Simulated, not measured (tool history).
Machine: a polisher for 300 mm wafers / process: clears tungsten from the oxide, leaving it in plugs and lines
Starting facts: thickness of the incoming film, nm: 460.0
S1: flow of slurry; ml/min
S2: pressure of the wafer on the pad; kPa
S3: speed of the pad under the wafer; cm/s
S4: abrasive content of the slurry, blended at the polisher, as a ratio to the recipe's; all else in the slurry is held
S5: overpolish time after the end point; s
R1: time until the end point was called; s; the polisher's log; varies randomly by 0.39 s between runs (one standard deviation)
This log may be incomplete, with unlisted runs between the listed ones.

run	hour	S1	S2	S3	S4	S5	R1
1	0	320	26.9	120	1	13	66.167
2	4.2	320	29	120	1	13	62.181
3	7.6	385	29	120	1	13	62.026
4	13.1	385	30.3	120	1	13	59.712
5	21.4	385	30.3	120	1	11	58.945
6	29.1	385	30.3	120	0.85	11	61.15
7	35	385	31.7	122	0.85	11	58.323

Run 8 is up next; what results do you expect?
8	40.4	385	33.1	124	0.85	11	?

R1: 54.95 s
